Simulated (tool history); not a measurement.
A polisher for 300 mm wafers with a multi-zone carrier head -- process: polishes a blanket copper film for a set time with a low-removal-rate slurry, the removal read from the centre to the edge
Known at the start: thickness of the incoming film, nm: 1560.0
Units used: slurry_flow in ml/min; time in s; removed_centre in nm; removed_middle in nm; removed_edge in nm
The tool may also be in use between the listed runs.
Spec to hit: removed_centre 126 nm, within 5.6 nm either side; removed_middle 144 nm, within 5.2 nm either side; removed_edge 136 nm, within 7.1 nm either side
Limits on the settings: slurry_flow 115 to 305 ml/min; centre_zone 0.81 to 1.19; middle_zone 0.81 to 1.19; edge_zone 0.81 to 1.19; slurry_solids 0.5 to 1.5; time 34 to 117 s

run 1 day=0 | slurry_flow=195 centre_zone=1 middle_zone=1 edge_zone=1 slurry_solids=1 time=75 | removed_centre=153.73 removed_middle=154.57 removed_edge=150.81
run 2 day=0.371 | slurry_flow=185 centre_zone=0.97 middle_zone=1 edge_zone=0.98 slurry_solids=0.95 time=75 | removed_centre=143.13 removed_middle=148.75 removed_edge=146.62
run 3 day=0.442 | slurry_flow=185 centre_zone=0.97 middle_zone=1 edge_zone=0.98 slurry_solids=0.95 time=57 | removed_centre=109.89 removed_middle=114.42 removed_edge=115.24
run 4 day=0.638 | slurry_flow=185 centre_zone=1.04 middle_zone=1 edge_zone=0.98 slurry_solids=0.95 time=57 | removed_centre=118.47 removed_middle=113.13 removed_edge=110.86
run 5 day=0.883 | slurry_flow=185 centre_zone=1.1 middle_zone=1 edge_zone=0.98 slurry_solids=0.95 time=57 | removed_centre=125.3 removed_middle=115.25 removed_edge=113.54
run 6 day=1.029 | slurry_flow=185 centre_zone=1.1 middle_zone=1 edge_zone=0.98 slurry_solids=1.15 time=57 | removed_centre=132.93 removed_middle=122.72 removed_edge=116.93
run 7 day=1.121 | slurry_flow=195 centre_zone=1.06 middle_zone=1.03 edge_zone=1.03 slurry_solids=1.2 time=57 | removed_centre=132.44 removed_middle=125.61 removed_edge=125.61
run 8 day=1.283 | slurry_flow=200 centre_zone=1.03 middle_zone=1.07 edge_zone=1.03 slurry_solids=1.2 time=57 | removed_centre=128.51 removed_middle=130.04 removed_edge=121.91
run 9 day=1.433 | slurry_flow=205 centre_zone=1 middle_zone=1.09 edge_zone=1.05 slurry_solids=1.25 time=57 | removed_centre=125.85 removed_middle=131.06 removed_edge=129.09
run 10 day=1.471 | slurry_flow=210 centre_zone=0.99 middle_zone=1.12 edge_zone=1.06 slurry_solids=1.3 time=57 | removed_centre=127.91 removed_middle=138.6 removed_edge=129.16

Which one of the following 5 next-run settings gets every result inside its allowed miss? There is exactly one.
run A day=1.508 | slurry_flow=190 centre_zone=0.93 middle_zone=1.06 edge_zone=1.19 slurry_solids=1.35 time=57 | removed_centre=? removed_middle=? removed_edge=?
run B day=1.508 | slurry_flow=200 centre_zone=0.95 middle_zone=1.14 edge_zone=1.09 slurry_solids=1.05 time=63 | removed_centre=? removed_middle=? removed_edge=?
run C day=1.508 | slurry_flow=165 centre_zone=0.94 middle_zone=0.99 edge_zone=1.18 slurry_solids=1.35 time=66 | removed_centre=? removed_middle=? removed_edge=?
run D day=1.508 | slurry_flow=155 centre_zone=0.91 middle_zone=1.19 edge_zone=1.05 slurry_solids=1.4 time=56 | removed_centre=? removed_middle=? removed_edge=?
run E day=1.508 | slurry_flow=165 centre_zone=0.97 middle_zone=1.1 edge_zone=1.08 slurry_solids=1.25 time=69 | removed_centre=? removed_middle=? removed_edge=?

move=A removed_centre=120.91 removed_middle=133.3 removed_edge=136.5
move=B removed_centre=127.15 removed_middle=145.28 removed_edge=133.84
move=C removed_centre=139.34 removed_middle=144.3 removed_edge=155.95
move=D removed_centre=115.03 removed_middle=142.53 removed_edge=125.18
move=E removed_centre=147.02 removed_middle=160.23 removed_edge=152.03
A: moves away from the targets compared with the last run
B: each result inside its tolerance
C: the furthest-off result lands on target, but another misses its tolerance
D: the furthest-off result lands on target, but another misses its tolerance
E: the result that was furthest off in the last run now lies on the other side of its target
Go with B: it meets all targets.
